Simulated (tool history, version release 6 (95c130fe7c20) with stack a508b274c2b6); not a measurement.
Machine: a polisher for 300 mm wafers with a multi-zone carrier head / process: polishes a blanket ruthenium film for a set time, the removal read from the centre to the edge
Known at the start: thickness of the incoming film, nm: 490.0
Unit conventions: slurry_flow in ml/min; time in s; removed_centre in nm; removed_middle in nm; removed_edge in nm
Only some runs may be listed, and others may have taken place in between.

run	hour	slurry_flow	centre_zone	middle_zone	edge_zone	time	removed_centre	removed_middle	removed_edge
1	0	200	1	1	1	77	91.778	95.241	92.917
2	7.6	200	1	1	1	64	75.378	77.401	78.487
3	14.9	230	1	1	1	64	76.545	78.504	79.448
4	21.9	195	1	1	1	64	75.962	76.969	77.492
5	29.6	195	1	1	1.03	64	76.817	77.099	79.948
6	35.4	175	1	1	1.03	64	74.666	75.675	78.393

Run 7 has not been measured yet. What should we expect?
7	42.7	190	1.04	1.05	1.05	73	?	?	?

removed_centre: 86.392 nm
removed_middle: 91.651 nm
removed_edge: 90.801 nm
